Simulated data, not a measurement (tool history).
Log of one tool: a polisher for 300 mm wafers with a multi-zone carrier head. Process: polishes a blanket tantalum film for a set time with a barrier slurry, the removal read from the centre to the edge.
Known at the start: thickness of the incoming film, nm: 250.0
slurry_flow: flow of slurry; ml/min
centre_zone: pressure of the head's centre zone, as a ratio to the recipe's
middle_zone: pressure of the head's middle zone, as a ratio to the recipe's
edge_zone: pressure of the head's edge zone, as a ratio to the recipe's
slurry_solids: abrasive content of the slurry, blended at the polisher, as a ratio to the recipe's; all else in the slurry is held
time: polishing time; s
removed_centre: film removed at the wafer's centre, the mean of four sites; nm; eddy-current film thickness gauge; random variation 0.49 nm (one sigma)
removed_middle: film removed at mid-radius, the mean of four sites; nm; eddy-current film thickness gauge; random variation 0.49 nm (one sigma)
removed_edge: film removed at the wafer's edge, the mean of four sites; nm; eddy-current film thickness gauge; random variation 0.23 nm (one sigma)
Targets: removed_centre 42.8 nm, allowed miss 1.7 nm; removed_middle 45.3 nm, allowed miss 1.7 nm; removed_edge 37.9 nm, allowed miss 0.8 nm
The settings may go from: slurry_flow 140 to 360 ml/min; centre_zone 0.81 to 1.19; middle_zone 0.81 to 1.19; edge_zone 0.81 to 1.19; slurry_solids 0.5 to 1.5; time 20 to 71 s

run 1 hour=0 | slurry_flow=230 centre_zone=1 middle_zone=1 edge_zone=1 slurry_solids=1 time=45 | removed_centre=61.807 removed_middle=59.541 removed_edge=63.192
run 2 hour=3.8 | slurry_flow=230 centre_zone=1.01 middle_zone=1.03 edge_zone=0.97 slurry_solids=0.9 time=43 | removed_centre=59.107 removed_middle=57.885 removed_edge=57.701
run 3 hour=9.3 | slurry_flow=230 centre_zone=1.01 middle_zone=0.97 edge_zone=0.97 slurry_solids=0.9 time=43 | removed_centre=58.912 removed_middle=56.093 removed_edge=57.315
run 4 hour=14.8 | slurry_flow=230 centre_zone=1 middle_zone=0.97 edge_zone=0.94 slurry_solids=0.8 time=41 | removed_centre=52.851 removed_middle=49.636 removed_edge=52.181
run 5 hour=18.1 | slurry_flow=230 centre_zone=1.01 middle_zone=1.01 edge_zone=0.91 slurry_solids=0.75 time=39 | removed_centre=49.756 removed_middle=49.593 removed_edge=48.259
run 6 hour=24.3 | slurry_flow=230 centre_zone=1.02 middle_zone=1.02 edge_zone=0.89 slurry_solids=0.7 time=38 | removed_centre=49.054 removed_middle=47.958 removed_edge=45.204
run 7 hour=30.7 | slurry_flow=230 centre_zone=1.02 middle_zone=1.02 edge_zone=0.89 slurry_solids=0.7 time=38 | removed_centre=49.393 removed_middle=47.456 removed_edge=44.713
run 8 hour=34.3 | slurry_flow=200 centre_zone=1 middle_zone=1.12 edge_zone=0.81 slurry_solids=0.5 time=35 | removed_centre=37.985 removed_middle=40.516 removed_edge=35.11
run 9 hour=37.8 | slurry_flow=200 centre_zone=1 middle_zone=1.12 edge_zone=0.81 slurry_solids=0.5 time=35 | removed_centre=38.386 removed_middle=40.837 removed_edge=34.477
run 10 hour=45.1 | slurry_flow=220 centre_zone=1 middle_zone=1.12 edge_zone=0.82 slurry_solids=0.5 time=35 | removed_centre=39.229 removed_middle=41.486 removed_edge=35.866
run 11 hour=49.2 | slurry_flow=230 centre_zone=1 middle_zone=1.13 edge_zone=0.82 slurry_solids=0.5 time=35 | removed_centre=38.423 removed_middle=42.325 removed_edge=35.903
run 12 hour=57.3 | slurry_flow=240 centre_zone=1.01 middle_zone=1.13 edge_zone=0.82 slurry_solids=0.5 time=35 | removed_centre=38.854 removed_middle=42.908 removed_edge=36.274
run 13 hour=64.7 | slurry_flow=300 centre_zone=1.09 middle_zone=1.14 edge_zone=0.84 slurry_solids=0.5 time=35 | removed_centre=43.216 removed_middle=42.974 removed_edge=36.735
run 14 hour=70.1 | slurry_flow=305 centre_zone=1.09 middle_zone=1.15 edge_zone=0.84 slurry_solids=0.5 time=35 | removed_centre=43.949 removed_middle=44.605 removed_edge=37.048
run 15 hour=72.4 | slurry_flow=305 centre_zone=1.08 middle_zone=1.15 edge_zone=0.84 slurry_solids=0.5 time=35 | removed_centre=43.365 removed_middle=45.083 removed_edge=36.914
run 16 hour=74.2 | slurry_flow=305 centre_zone=1.07 middle_zone=1.14 edge_zone=0.84 slurry_solids=0.5 time=35 | removed_centre=42.607 removed_middle=43.587 removed_edge=37.104
run 17 hour=75.5 | slurry_flow=305 centre_zone=1.07 middle_zone=1.15 edge_zone=0.84 slurry_solids=0.5 time=35 | removed_centre=43.526 removed_middle=43.996 removed_edge=36.511
run 18 hour=83.2 | slurry_flow=300 centre_zone=1.06 middle_zone=1.15 edge_zone=0.85 slurry_solids=0.5 time=35 | removed_centre=43.31 removed_middle=43.797 removed_edge=36.645
run 19 hour=86.9 | slurry_flow=300 centre_zone=1.05 middle_zone=1.15 edge_zone=0.85 slurry_solids=0.5 time=35 | removed_centre=42.003 removed_middle=43.486 removed_edge=37.185

Which of these 4 next moves meets every target?
run A hour=90.6 | slurry_flow=360 centre_zone=1.04 middle_zone=1.02 edge_zone=0.88 slurry_solids=0.5 time=36 | removed_centre=? removed_middle=? removed_edge=?
run B hour=90.6 | slurry_flow=255 centre_zone=1.09 middle_zone=1.18 edge_zone=0.88 slurry_solids=0.55 time=33 | removed_centre=? removed_middle=? removed_edge=?
run C hour=90.6 | slurry_flow=235 centre_zone=1.04 middle_zone=1.18 edge_zone=0.84 slurry_solids=0.5 time=35 | removed_centre=? removed_middle=? removed_edge=?
run D hour=90.6 | slurry_flow=335 centre_zone=1.04 middle_zone=1.16 edge_zone=0.85 slurry_solids=0.6 time=33 | removed_centre=? removed_middle=? removed_edge=?

move=A removed_centre=44.469 removed_middle=41.668 removed_edge=39.512
move=B removed_centre=42.691 removed_middle=43.32 removed_edge=36.479
move=C removed_centre=41.255 removed_middle=43.953 removed_edge=36.321
move=D removed_centre=43.279 removed_middle=45.254 removed_edge=37.826
A: further off than the last run
B: further off than the last run
C: brings the result that was furthest off to its target, and leaves another outside
D: meets every target
The right move is D.
